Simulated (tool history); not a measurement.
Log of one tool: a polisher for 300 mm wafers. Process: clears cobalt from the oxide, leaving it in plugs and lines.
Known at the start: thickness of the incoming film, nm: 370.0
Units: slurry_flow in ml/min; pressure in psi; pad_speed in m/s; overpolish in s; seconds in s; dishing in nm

run	day	slurry_flow	pressure	pad_speed	overpolish	seconds	dishing
1	0	265	2	1	12	83.075	33.133
2	0.25	265	1.9	1	10	86.814	28.214
3	0.362	265	1.8	1	9	92.439	25.659
4	0.429	265	1.8	0.78	9	111.1	21.936
5	0.562	330	1.8	0.78	9	109.37	22.545
6	0.758	330	2.3	0.78	9	84.854	26.067

The next listed run, before its measurement:
7	0.967	330	2.2	0.76	8	?	?

seconds: 91.64 s
dishing: 23.325 nm
